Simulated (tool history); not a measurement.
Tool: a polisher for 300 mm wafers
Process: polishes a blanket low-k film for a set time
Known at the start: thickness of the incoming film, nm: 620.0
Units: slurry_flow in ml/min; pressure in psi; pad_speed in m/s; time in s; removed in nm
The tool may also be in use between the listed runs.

{"run": 1, "hour": 0.0, "slurry_flow": 320, "pressure": 1.4, "pad_speed": 0.8, "slurry_solids": 1.0, "time": 20, "removed": 4.3582}
{"run": 2, "hour": 6.8, "slurry_flow": 320, "pressure": 1.3, "pad_speed": 0.8, "slurry_solids": 1.0, "time": 20, "removed": 4.0841}
{"run": 3, "hour": 7.4, "slurry_flow": 320, "pressure": 1.0, "pad_speed": 0.8, "slurry_solids": 1.0, "time": 20, "removed": 3.2614}
{"run": 4, "hour": 12.7, "slurry_flow": 320, "pressure": 1.1, "pad_speed": 0.8, "slurry_solids": 1.0, "time": 20, "removed": 3.5428}
{"run": 5, "hour": 16.3, "slurry_flow": 350, "pressure": 1.1, "pad_speed": 0.8, "slurry_solids": 1.0, "time": 20, "removed": 3.5903}
{"run": 6, "hour": 19.4, "slurry_flow": 350, "pressure": 1.1, "pad_speed": 0.8, "slurry_solids": 1.0, "time": 18, "removed": 3.1976}

Forecast run 7:
{"run": 7, "hour": 27.1, "slurry_flow": 330, "pressure": 1.2, "pad_speed": 0.8, "slurry_solids": 1.0, "time": 18, "removed": "?"}

{"run 7": {"removed": 3.4463}}
